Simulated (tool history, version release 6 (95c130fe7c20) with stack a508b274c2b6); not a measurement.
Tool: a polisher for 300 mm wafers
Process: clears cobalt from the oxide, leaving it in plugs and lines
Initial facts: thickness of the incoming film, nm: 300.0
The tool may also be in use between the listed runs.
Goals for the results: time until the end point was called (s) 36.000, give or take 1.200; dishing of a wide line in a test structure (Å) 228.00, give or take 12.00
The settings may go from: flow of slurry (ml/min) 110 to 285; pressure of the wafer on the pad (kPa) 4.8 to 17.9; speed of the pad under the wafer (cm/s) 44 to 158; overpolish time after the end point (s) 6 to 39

run  hour  flow of slurry (ml/min)  pressure of the wafer on the pad (kPa)  speed of the pad under the wafer (cm/s)  overpolish time after the end point (s)  time until the end point was called (s)  dishing of a wide line in a test structure (Å)
  1   0.0                      180                                    11.0                                      100                                       20                                   63.768                                          228.26
  2   0.6                      180                                     8.3                                      100                                       20                                   84.136                                          218.14
  3   2.5                      200                                     8.3                                      100                                       20                                   82.809                                          225.03
  4   6.7                      185                                    11.0                                      102                                       17                                   64.822                                          219.18
  5  14.7                      185                                    11.0                                       80                                       17                                   75.441                                          210.78
  6  18.2                      190                                    13.1                                       84                                       17                                   62.588                                          221.10
  7  22.8                      185                                    14.5                                       90                                       15                                   54.354                                          219.95
  8  24.3                      185                                    15.9                                       96                                       14                                   48.179                                          223.96
  9  33.0                      190                                    16.5                                      102                                       13                                   44.681                                          221.11
 10  35.6                      190                                    17.2                                      108                                       14                                   40.813                                          220.37
 11  41.1                      185                                    17.2                                      112                                       17                                   39.548                                          224.11
 12  45.6                      185                                    17.2                                      114                                       18                                   39.217                                          229.93
 13  54.3                      185                                    17.2                                      116                                       17                                   38.941                                          235.47
 14  56.1                      190                                    17.2                                      118                                       15                                   38.336                                          219.50
 15  59.6                      190                                    17.2                                      118                                       16                                   37.898                                          230.65
 16  62.9                      190                                    17.2                                      118                                       15                                   37.978                                          227.55

Which of these 5 next moves meets every target?
  A  66.2                      150                                    15.9                                      122                                       13                                        ?                                               ?
  B  66.2                      195                                    15.9                                      124                                       28                                        ?                                               ?
  C  66.2                      195                                    17.9                                      132                                       12                                        ?                                               ?
  D  66.2                      170                                    15.9                                      122                                       24                                        ?                                               ?
  E  66.2                      205                                    16.5                                      132                                       15                                        ?                                               ?

move  time until the end point was called (s)  dishing of a wide line in a test structure (Å)
   A                                   40.900                                          221.90
   B                                   39.275                                          225.76
   C                                   33.409                                          223.10
   D                                   40.342                                          225.70
   E                                   35.801                                          224.49
A: moves away from the targets compared with the last run
B: moves away from the targets compared with the last run
C: carries the result that was furthest off beyond its target, to the other side
D: moves away from the targets compared with the last run
E: every result lands within tolerance
Go with E: it meets all targets.
